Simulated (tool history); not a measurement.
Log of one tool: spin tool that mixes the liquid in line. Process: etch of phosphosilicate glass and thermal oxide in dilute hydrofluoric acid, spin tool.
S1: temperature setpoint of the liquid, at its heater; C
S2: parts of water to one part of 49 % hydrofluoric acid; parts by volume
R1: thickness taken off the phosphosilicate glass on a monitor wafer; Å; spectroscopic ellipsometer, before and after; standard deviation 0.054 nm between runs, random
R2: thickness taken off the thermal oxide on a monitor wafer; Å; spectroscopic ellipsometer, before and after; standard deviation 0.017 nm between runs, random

Run 1, hour 0.0: S1 22 C, S2 225 parts by volume, time under the liquid (s) 35. Result: R1 155.180 Å, R2 5.9565 Å.
Run 2, hour 3.0: S1 24 C, S2 225 parts by volume, time under the liquid (s) 35. Result: R1 170.430 Å, R2 6.6111 Å.
Run 3, hour 4.9: S1 22 C, S2 245 parts by volume, time under the liquid (s) 35. Result: R1 141.180 Å, R2 4.8837 Å.
Run 4, hour 7.8: S1 21 C, S2 265 parts by volume, time under the liquid (s) 35. Result: R1 122.980 Å, R2 4.8102 Å.
Run 5, hour 9.0: S1 20 C, S2 275 parts by volume, time under the liquid (s) 35. Result: R1 113.480 Å, R2 4.1423 Å.
Run 6, hour 14.2: S1 20 C, S2 275 parts by volume, time under the liquid (s) 50. Result: R1 162.380 Å, R2 5.2860 Å.
Run 7, hour 16.1: S1 17 C, S2 365 parts by volume, time under the liquid (s) 50. Result: R1 101.620 Å, R2 3.6185 Å.

Forecast run 8:
Run 8, hour 22.7: S1 17 C, S2 375 parts by volume, time under the liquid (s) 50. Result: R1 ?, R2 ?.

{"run 8": {"R1": 96.854, "R2": 3.5685}}
